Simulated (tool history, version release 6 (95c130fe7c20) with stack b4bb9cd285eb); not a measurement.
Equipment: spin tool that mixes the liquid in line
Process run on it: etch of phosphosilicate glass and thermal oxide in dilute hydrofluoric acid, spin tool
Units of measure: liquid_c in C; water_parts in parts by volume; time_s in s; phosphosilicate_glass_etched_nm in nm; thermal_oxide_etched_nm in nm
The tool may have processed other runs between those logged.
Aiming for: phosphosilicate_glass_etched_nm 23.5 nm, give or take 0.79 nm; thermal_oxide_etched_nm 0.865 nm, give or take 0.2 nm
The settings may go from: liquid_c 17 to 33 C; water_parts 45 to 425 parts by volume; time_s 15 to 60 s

| run | hour | liquid_c | water_parts | time_s | phosphosilicate_glass_etched_nm | thermal_oxide_etched_nm |
|---|---|---|---|---|---|---|
| 1 | 0 | 25 | 235 | 30 | 13.297 | 0.44412 |
| 2 | 0.9 | 22 | 235 | 30 | 12.029 | 0.43771 |
| 3 | 2.5 | 22.5 | 225 | 30 | 12.615 | 0.50841 |
| 4 | 4.2 | 23 | 215 | 30 | 13.749 | 0.49918 |
| 5 | 8.2 | 23.5 | 210 | 30 | 14.738 | 0.501 |
| 6 | 11.4 | 23.5 | 205 | 30 | 15.197 | 0.52182 |
| 7 | 18.2 | 23.5 | 200 | 30 | 15.6 | 0.58023 |
| 8 | 21.9 | 27.5 | 175 | 30 | 20.74 | 0.76321 |
| 9 | 22.6 | 27.5 | 175 | 30 | 21.247 | 0.82127 |
| 10 | 24 | 28.5 | 175 | 30 | 21.628 | 0.84987 |
| 11 | 25.6 | 29.5 | 175 | 30 | 22.318 | 0.89647 |

Consider the 4 candidate settings below. Which is the only one whose results all fall within their allowed miss of target?
| A | 27.2 | 30 | 185 | 30 | ? | ? |
| B | 27.2 | 24 | 180 | 40 | ? | ? |
| C | 27.2 | 32.5 | 145 | 20 | ? | ? |
| D | 27.2 | 24 | 155 | 35 | ? | ? |

| move | phosphosilicate_glass_etched_nm | thermal_oxide_etched_nm |
|---|---|---|
| A | 21.445 | 0.76084 |
| B | 23.79 | 0.84401 |
| C | 20.991 | 0.74473 |
| D | 24.858 | 0.88193 |
A: its largest miss is bigger than the last run's
B: all results land within tolerance of their targets
C: its largest miss is bigger than the last run's
D: moves the result that the last run missed by most past its target, out the other side
So the answer is move B, the one that meets all the targets.

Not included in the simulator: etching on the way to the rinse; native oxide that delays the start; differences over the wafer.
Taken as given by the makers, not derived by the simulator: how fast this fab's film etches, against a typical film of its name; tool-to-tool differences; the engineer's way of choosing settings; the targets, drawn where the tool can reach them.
